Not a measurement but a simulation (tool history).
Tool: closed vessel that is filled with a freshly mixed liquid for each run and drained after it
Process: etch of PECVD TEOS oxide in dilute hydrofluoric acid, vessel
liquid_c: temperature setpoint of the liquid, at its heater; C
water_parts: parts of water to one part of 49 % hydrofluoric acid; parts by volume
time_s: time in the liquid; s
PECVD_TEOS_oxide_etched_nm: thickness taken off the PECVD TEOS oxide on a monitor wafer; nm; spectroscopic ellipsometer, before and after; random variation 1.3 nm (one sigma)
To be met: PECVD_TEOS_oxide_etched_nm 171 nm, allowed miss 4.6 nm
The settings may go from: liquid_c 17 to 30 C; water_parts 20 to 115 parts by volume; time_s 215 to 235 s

run 1 day=0 | liquid_c=22 water_parts=65 time_s=215 | PECVD_TEOS_oxide_etched_nm=66.55
run 2 day=0.058 | liquid_c=22 water_parts=65 time_s=215 | PECVD_TEOS_oxide_etched_nm=67.414
run 3 day=0.404 | liquid_c=20.5 water_parts=65 time_s=215 | PECVD_TEOS_oxide_etched_nm=62.435
run 4 day=0.558 | liquid_c=23.5 water_parts=55 time_s=215 | PECVD_TEOS_oxide_etched_nm=84.735
run 5 day=0.633 | liquid_c=25.5 water_parts=45 time_s=215 | PECVD_TEOS_oxide_etched_nm=114.52
run 6 day=0.879 | liquid_c=25.5 water_parts=35 time_s=215 | PECVD_TEOS_oxide_etched_nm=149.41
run 7 day=1.121 | liquid_c=26.5 water_parts=35 time_s=215 | PECVD_TEOS_oxide_etched_nm=154.34
run 8 day=1.367 | liquid_c=27 water_parts=35 time_s=215 | PECVD_TEOS_oxide_etched_nm=159.14
run 9 day=1.475 | liquid_c=27.5 water_parts=35 time_s=215 | PECVD_TEOS_oxide_etched_nm=161.96
run 10 day=1.546 | liquid_c=28 water_parts=35 time_s=215 | PECVD_TEOS_oxide_etched_nm=163.95

Which of these 4 next moves meets every target?
run A day=1.617 | liquid_c=28.5 water_parts=40 time_s=235 | PECVD_TEOS_oxide_etched_nm=?
run B day=1.617 | liquid_c=29.5 water_parts=40 time_s=230 | PECVD_TEOS_oxide_etched_nm=?
run C day=1.617 | liquid_c=20.5 water_parts=25 time_s=215 | PECVD_TEOS_oxide_etched_nm=?
run D day=1.617 | liquid_c=29 water_parts=40 time_s=225 | PECVD_TEOS_oxide_etched_nm=?

move=A PECVD_TEOS_oxide_etched_nm=159.38
move=B PECVD_TEOS_oxide_etched_nm=162.34
move=C PECVD_TEOS_oxide_etched_nm=170.72
move=D PECVD_TEOS_oxide_etched_nm=155.68
A: further off than the last run
B: further off than the last run
C: meets every target
D: further off than the last run
Move C is the one to make.
